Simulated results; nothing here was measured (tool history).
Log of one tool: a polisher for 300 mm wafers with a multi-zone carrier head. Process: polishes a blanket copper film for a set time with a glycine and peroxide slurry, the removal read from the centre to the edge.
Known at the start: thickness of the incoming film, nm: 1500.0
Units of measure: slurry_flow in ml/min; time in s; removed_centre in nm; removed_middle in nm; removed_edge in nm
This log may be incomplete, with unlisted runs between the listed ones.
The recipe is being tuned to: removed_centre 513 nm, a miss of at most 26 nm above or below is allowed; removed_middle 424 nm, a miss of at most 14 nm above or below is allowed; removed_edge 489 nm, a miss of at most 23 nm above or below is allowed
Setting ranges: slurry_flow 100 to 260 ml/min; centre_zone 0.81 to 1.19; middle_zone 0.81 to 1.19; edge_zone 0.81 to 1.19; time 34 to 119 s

Run 1, hour 0: slurry_flow 165 ml/min, centre_zone 1, middle_zone 1, edge_zone 1, time 76 s. Result: removed_centre 396.74 nm, removed_middle 380.79 nm, removed_edge 382.87 nm.
Run 2, hour 1.8: slurry_flow 165 ml/min, centre_zone 1, middle_zone 0.96, edge_zone 1, time 76 s. Result: removed_centre 406.49 nm, removed_middle 363.25 nm, removed_edge 394.85 nm.
Run 3, hour 4.9: slurry_flow 165 ml/min, centre_zone 1, middle_zone 0.93, edge_zone 1, time 76 s. Result: removed_centre 402.85 nm, removed_middle 355.91 nm, removed_edge 389.41 nm.
Run 4, hour 11.3: slurry_flow 175 ml/min, centre_zone 1.02, middle_zone 0.93, edge_zone 1.03, time 78 s. Result: removed_centre 417.51 nm, removed_middle 364.4 nm, removed_edge 403.74 nm.
Run 5, hour 16.4: slurry_flow 175 ml/min, centre_zone 1.03, middle_zone 0.92, edge_zone 1.04, time 81 s. Result: removed_centre 439.08 nm, removed_middle 375.4 nm, removed_edge 421.99 nm.
Run 6, hour 19.7: slurry_flow 180 ml/min, centre_zone 1.04, middle_zone 0.92, edge_zone 1.05, time 83 s. Result: removed_centre 459.32 nm, removed_middle 387.87 nm, removed_edge 437.05 nm.
Run 7, hour 27.1: slurry_flow 185 ml/min, centre_zone 1.05, middle_zone 0.92, edge_zone 1.06, time 84 s. Result: removed_centre 467.35 nm, removed_middle 395.45 nm, removed_edge 436.96 nm.
Run 8, hour 28.6: slurry_flow 185 ml/min, centre_zone 1.05, middle_zone 0.91, edge_zone 1.07, time 86 s. Result: removed_centre 491.74 nm, removed_middle 403.66 nm, removed_edge 458.85 nm.

Consider the 5 candidate settings below. Which is the only one whose results all fall within their allowed miss of target?
Run A, hour 30.1: slurry_flow 200 ml/min, centre_zone 1.09, middle_zone 0.92, edge_zone 1.12, time 79 s. Result: removed_centre ?, removed_middle ?, removed_edge ?.
Run B, hour 30.1: slurry_flow 140 ml/min, centre_zone 0.94, middle_zone 0.81, edge_zone 1.19, time 97 s. Result: removed_centre ?, removed_middle ?, removed_edge ?.
Run C, hour 30.1: slurry_flow 125 ml/min, centre_zone 0.93, middle_zone 0.87, edge_zone 1.09, time 96 s. Result: removed_centre ?, removed_middle ?, removed_edge ?.
Run D, hour 30.1: slurry_flow 170 ml/min, centre_zone 0.91, middle_zone 0.94, edge_zone 1.12, time 90 s. Result: removed_centre ?, removed_middle ?, removed_edge ?.
Run E, hour 30.1: slurry_flow 175 ml/min, centre_zone 1.04, middle_zone 0.91, edge_zone 1.07, time 91 s. Result: removed_centre ?, removed_middle ?, removed_edge ?.

move  removed_centre  removed_middle  removed_edge
   A          476.29          374.78        438.27
   B          471.39          389.52        531.47
   C          448.91          398.73        493.57
   D           442.2          424.06        489.84
   E          511.92          419.13        485.91
A: misses by more than the last run did
B: misses by more than the last run did
C: misses by more than the last run did
D: the furthest-off result lands on target, but another misses its tolerance
E: every result within its allowed miss
E is the move that brings every result within its allowed miss.
